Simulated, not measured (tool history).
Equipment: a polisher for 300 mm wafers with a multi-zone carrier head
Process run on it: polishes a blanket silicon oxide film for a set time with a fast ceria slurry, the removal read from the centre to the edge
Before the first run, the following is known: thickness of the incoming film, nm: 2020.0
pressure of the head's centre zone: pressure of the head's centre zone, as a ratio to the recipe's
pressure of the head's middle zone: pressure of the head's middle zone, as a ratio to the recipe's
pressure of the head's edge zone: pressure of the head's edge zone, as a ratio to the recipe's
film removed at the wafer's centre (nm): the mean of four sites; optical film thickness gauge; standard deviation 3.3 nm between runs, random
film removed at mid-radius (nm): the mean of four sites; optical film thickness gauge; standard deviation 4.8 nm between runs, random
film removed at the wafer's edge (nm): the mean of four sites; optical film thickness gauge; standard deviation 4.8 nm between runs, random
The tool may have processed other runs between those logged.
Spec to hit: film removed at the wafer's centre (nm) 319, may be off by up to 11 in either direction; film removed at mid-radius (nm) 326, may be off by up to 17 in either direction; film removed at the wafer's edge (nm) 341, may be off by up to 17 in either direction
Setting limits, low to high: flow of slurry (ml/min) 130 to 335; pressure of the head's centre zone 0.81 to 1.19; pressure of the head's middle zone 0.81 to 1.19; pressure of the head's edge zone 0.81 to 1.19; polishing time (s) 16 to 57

run	hour	flow of slurry (ml/min)	pressure of the head's centre zone	pressure of the head's middle zone	pressure of the head's edge zone	polishing time (s)	film removed at the wafer's centre (nm)	film removed at mid-radius (nm)	film removed at the wafer's edge (nm)
1	0	215	1	1	1	36	584.36	565.76	598.74
2	8.8	215	1	1.05	1	36	594.04	596.54	589.57
3	14.4	210	0.99	1.04	0.99	33	523.35	543.58	529.61
4	16.4	210	0.99	0.99	0.99	33	528.32	523.96	531.24
5	22.9	210	0.99	0.99	0.99	40	645.46	637.07	645.27
6	25.1	210	0.99	0.96	0.99	40	655.37	610.02	644.47
7	29.8	205	0.97	0.94	0.98	37	574.74	551.56	594.38
8	37.3	200	0.96	0.93	0.96	34	517.19	511.08	536.58
9	43.4	200	0.96	0.92	0.95	31	473.69	455.63	498.54
10	52.1	190	0.93	1	0.85	21	310.61	329.23	319.59
11	57.8	190	0.93	0.99	0.86	21	309.43	328.04	314.54
# hour 60.4: edge zone pressure recalibrated
12	60.4	185	0.91	0.9	0.96	24	344.13	341.38	369.56
13	62.3	180	0.91	0.9	0.95	24	338.92	346.83	368.27
14	64.4	175	0.91	0.87	0.89	22	316.87	296.76	327.77

Pick the move, out of 4, that brings all results within their allowed miss; only one does.
A	66.5	150	0.93	0.94	0.94	23	?	?	?
B	66.5	200	0.96	0.99	0.82	21	?	?	?
C	66.5	195	0.91	0.87	0.88	20	?	?	?
D	66.5	175	0.84	0.95	0.92	24	?	?	?

move	film removed at the wafer's centre (nm)	film removed at mid-radius (nm)	film removed at the wafer's edge (nm)
A	321.06	320.47	338.98
B	322.32	323.05	302.75
C	289.26	275.14	297.13
D	313.53	348.57	358.4
A: every result lands within tolerance
B: puts the biggest miss on target and leaves a different result outside tolerance
C: further off than the last run
D: takes the biggest miss from the last run beyond its target
Go with A: it meets all targets.

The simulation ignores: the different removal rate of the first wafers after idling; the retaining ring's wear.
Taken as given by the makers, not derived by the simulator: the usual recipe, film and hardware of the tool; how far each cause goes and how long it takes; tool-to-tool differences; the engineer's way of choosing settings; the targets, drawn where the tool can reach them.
